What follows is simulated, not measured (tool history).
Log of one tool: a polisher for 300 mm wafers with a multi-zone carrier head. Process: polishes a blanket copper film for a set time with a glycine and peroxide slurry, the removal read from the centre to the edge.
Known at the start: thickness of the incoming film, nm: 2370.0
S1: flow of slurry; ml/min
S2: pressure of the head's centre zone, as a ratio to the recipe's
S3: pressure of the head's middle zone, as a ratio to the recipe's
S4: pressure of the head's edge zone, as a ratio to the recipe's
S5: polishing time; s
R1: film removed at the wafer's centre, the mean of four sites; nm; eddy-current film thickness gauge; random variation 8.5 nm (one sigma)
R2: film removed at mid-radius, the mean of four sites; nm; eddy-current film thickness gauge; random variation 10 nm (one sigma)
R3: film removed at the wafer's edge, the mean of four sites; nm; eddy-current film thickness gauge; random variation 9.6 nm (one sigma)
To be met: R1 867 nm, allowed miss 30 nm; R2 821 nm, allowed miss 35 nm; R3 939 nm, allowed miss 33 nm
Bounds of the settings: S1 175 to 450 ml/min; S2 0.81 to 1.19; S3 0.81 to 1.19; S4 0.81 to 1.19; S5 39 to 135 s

run  hour   S1    S2  S3    S4  S5      R1      R2      R3
  1     0  290     1   1     1  87  712.17  699.29  711.19
  2   8.5  235     1   1     1  87  678.64  677.34  681.79
  3  16.9  235  0.97   1     1  87  661.63  691.92  683.98
  4  24.6  290  0.97   1     1  87  682.19  688.02  702.38
  5  27.9  305  0.98   1  1.04  90  724.13  728.15  753.63
  6  33.6  305  0.93   1  1.04  90  677.04  722.05  745.39
  7  35.3  320  0.95   1  1.07  92     709  747.84   787.7
  8  41.6  335  0.97   1  1.09  93  750.61  737.68   800.6
  9    43  345  0.97   1  1.11  95  747.13  786.82  829.98

Which of these 4 next moves meets every target?
  A  44.4  380  0.96  0.92  1.09  109   ?   ?   ?
  B  44.4  375  0.98  0.84  1.13  117   ?   ?   ?
  C  44.4  320  0.98  1.19     1   87   ?   ?   ?
  D  44.4  330  0.82  1.09  1.09   89   ?   ?   ?

move      R1      R2      R3
   A  875.84  832.67  951.52
   B  957.29  828.03  1040.5
   C  702.48  814.54  716.77
   D  607.25  775.45  767.85
A: meets every target
B: takes the result that was furthest off past its target
C: further off than the last run
D: further off than the last run
The right move is A.
